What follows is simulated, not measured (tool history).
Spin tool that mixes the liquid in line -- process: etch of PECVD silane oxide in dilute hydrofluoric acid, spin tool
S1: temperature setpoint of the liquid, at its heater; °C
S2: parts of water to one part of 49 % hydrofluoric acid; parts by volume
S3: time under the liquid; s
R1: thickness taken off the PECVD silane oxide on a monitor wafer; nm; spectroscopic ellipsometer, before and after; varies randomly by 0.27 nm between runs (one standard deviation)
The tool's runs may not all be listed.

| run | hour | S1 | S2 | S3 | R1 |
|---|---|---|---|---|---|
| 1 | 0.0 | 25.0 | 245 | 300 | 14.641 |
| 2 | 6.4 | 25.0 | 170 | 300 | 23.162 |
| 3 | 12.8 | 27.0 | 170 | 300 | 24.960 |
| 4 | 18.6 | 27.5 | 160 | 300 | 27.449 |
| 5 | 23.9 | 30.0 | 160 | 300 | 29.925 |
| 6 | 32.6 | 30.0 | 160 | 300 | 29.986 |
| 7 | 38.2 | 30.5 | 150 | 300 | 32.425 |
| 8 | 43.5 | 31.0 | 145 | 300 | 35.046 |
| 9 | 52.2 | 31.0 | 140 | 300 | 35.941 |

What does the tool deliver on the next run?
| 10 | 58.4 | 31.0 | 135 | 300 | ? |

Run 10 gave R1 37.784 nm.

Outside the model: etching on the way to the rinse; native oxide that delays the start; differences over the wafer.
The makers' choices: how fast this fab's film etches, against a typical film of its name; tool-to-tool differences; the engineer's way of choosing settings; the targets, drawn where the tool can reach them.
